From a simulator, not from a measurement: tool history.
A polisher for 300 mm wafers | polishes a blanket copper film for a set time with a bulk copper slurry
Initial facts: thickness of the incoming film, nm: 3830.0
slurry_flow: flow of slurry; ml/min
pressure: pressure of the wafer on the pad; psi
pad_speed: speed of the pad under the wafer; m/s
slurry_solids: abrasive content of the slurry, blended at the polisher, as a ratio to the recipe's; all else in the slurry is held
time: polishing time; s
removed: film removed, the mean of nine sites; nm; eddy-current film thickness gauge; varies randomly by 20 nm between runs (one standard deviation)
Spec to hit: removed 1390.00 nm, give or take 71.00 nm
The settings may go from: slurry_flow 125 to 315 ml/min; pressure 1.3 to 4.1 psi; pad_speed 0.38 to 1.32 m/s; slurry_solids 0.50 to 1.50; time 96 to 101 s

{"run": 1, "hour": 0.0, "slurry_flow": 205, "pressure": 2.7, "pad_speed": 0.84, "slurry_solids": 1.0, "time": 96, "removed": 840.17}
{"run": 2, "hour": 7.5, "slurry_flow": 205, "pressure": 2.9, "pad_speed": 0.84, "slurry_solids": 1.0, "time": 96, "removed": 891.61}
{"run": 3, "hour": 8.8, "slurry_flow": 205, "pressure": 2.9, "pad_speed": 0.84, "slurry_solids": 0.9, "time": 96, "removed": 867.3}
{"run": 4, "hour": 10.0, "slurry_flow": 205, "pressure": 3.4, "pad_speed": 0.84, "slurry_solids": 0.9, "time": 96, "removed": 1024.7}
{"run": 5, "hour": 16.2, "slurry_flow": 205, "pressure": 3.4, "pad_speed": 0.84, "slurry_solids": 0.9, "time": 101, "removed": 1059.5}
{"run": 6, "hour": 23.7, "slurry_flow": 205, "pressure": 3.4, "pad_speed": 0.84, "slurry_solids": 0.8, "time": 101, "removed": 1046.8}
{"run": 7, "hour": 31.1, "slurry_flow": 205, "pressure": 3.5, "pad_speed": 0.86, "slurry_solids": 0.8, "time": 101, "removed": 1100.7}
{"run": 8, "hour": 31.6, "slurry_flow": 205, "pressure": 3.6, "pad_speed": 0.86, "slurry_solids": 0.8, "time": 101, "removed": 1110.1}
{"run": 9, "hour": 33.7, "slurry_flow": 205, "pressure": 3.7, "pad_speed": 0.88, "slurry_solids": 0.8, "time": 101, "removed": 1191.0}
{"run": 10, "hour": 39.7, "slurry_flow": 205, "pressure": 3.8, "pad_speed": 0.88, "slurry_solids": 0.8, "time": 101, "removed": 1214.2}
{"run": 11, "hour": 48.7, "slurry_flow": 205, "pressure": 3.9, "pad_speed": 0.88, "slurry_solids": 0.8, "time": 101, "removed": 1227.8}
{"run": 12, "hour": 57.1, "slurry_flow": 205, "pressure": 3.9, "pad_speed": 0.9, "slurry_solids": 0.8, "time": 101, "removed": 1253.1}

4 next moves are on the table. One of them brings every result within its allowed miss. Which?
{"run": "A", "hour": 65.5, "slurry_flow": 200, "pressure": 3.7, "pad_speed": 0.86, "slurry_solids": 0.75, "time": 96, "removed": "?"}
{"run": "B", "hour": 65.5, "slurry_flow": 185, "pressure": 3.4, "pad_speed": 1.1, "slurry_solids": 0.9, "time": 101, "removed": "?"}
{"run": "C", "hour": 65.5, "slurry_flow": 260, "pressure": 3.5, "pad_speed": 0.94, "slurry_solids": 0.75, "time": 101, "removed": "?"}
{"run": "D", "hour": 65.5, "slurry_flow": 185, "pressure": 3.9, "pad_speed": 0.9, "slurry_solids": 0.85, "time": 96, "removed": "?"}

move=A removed=1088.20
move=B removed=1372.20
move=C removed=1213.50
move=D removed=1209.70
A: lands further from the targets than the last run did
B: hits every target within its allowed miss
C: lands further from the targets than the last run did
D: lands further from the targets than the last run did
Correct choice: B, which meets every target
